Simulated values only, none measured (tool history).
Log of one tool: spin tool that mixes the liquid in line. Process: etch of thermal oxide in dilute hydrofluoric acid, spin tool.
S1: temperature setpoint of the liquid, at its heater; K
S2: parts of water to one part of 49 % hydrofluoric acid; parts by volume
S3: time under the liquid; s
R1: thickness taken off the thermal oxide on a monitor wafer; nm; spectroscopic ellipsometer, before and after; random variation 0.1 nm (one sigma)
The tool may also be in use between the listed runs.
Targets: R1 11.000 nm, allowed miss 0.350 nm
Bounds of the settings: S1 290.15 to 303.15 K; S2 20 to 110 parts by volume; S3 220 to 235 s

run	hour	S1	S2	S3	R1
1	0.0	295.15	60	220	16.765
2	3.0	295.15	60	220	17.019
3	7.8	294.65	60	220	16.430
4	10.8	294.15	60	220	16.313
5	17.3	294.15	80	220	12.162
6	20.1	294.15	75	220	12.626
7	25.6	293.65	75	220	12.512
8	29.3	293.15	75	220	12.248
9	30.9	291.65	75	220	11.532

Which of these 4 next moves meets every target?
A	32.5	291.65	70	220	?
B	32.5	290.15	70	235	?
C	32.5	290.15	65	225	?
D	32.5	290.65	75	220	?

move	R1
A	12.456
B	12.480
C	12.939
D	11.080
A: further off than the last run
B: further off than the last run
C: further off than the last run
D: meets every target
Answer: D
